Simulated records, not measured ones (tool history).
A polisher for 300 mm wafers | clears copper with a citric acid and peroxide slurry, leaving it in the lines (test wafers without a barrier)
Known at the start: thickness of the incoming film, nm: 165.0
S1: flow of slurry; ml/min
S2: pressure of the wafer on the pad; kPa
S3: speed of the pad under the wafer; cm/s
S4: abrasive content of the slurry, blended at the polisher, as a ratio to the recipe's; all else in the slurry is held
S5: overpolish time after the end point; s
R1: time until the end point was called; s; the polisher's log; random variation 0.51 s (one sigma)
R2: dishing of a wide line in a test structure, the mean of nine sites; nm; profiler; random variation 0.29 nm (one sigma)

{"run": 1, "hour": 0.0, "S1": 140, "S2": 20.0, "S3": 100, "S4": 1.0, "S5": 17, "R1": 70.165, "R2": 29.429}
{"run": 2, "hour": 7.6, "S1": 155, "S2": 21.4, "S3": 100, "S4": 1.0, "S5": 14, "R1": 65.103, "R2": 25.815}
{"run": 3, "hour": 10.9, "S1": 160, "S2": 22.8, "S3": 100, "S4": 1.0, "S5": 13, "R1": 58.899, "R2": 25.573}
{"run": 4, "hour": 14.7, "S1": 160, "S2": 22.8, "S3": 78, "S4": 1.0, "S5": 13, "R1": 76.005, "R2": 20.959}
{"run": 5, "hour": 16.9, "S1": 160, "S2": 22.8, "S3": 78, "S4": 1.0, "S5": 10, "R1": 76.761, "R2": 16.554}
{"run": 6, "hour": 22.8, "S1": 160, "S2": 19.3, "S3": 78, "S4": 1.0, "S5": 10, "R1": 88.583, "R2": 14.467}

Forecast run 7:
{"run": 7, "hour": 24.4, "S1": 170, "S2": 22.1, "S3": 78, "S4": 1.0, "S5": 10, "R1": "?", "R2": "?"}

Run 7 gave R1 78.090 s, R2 15.942 nm.

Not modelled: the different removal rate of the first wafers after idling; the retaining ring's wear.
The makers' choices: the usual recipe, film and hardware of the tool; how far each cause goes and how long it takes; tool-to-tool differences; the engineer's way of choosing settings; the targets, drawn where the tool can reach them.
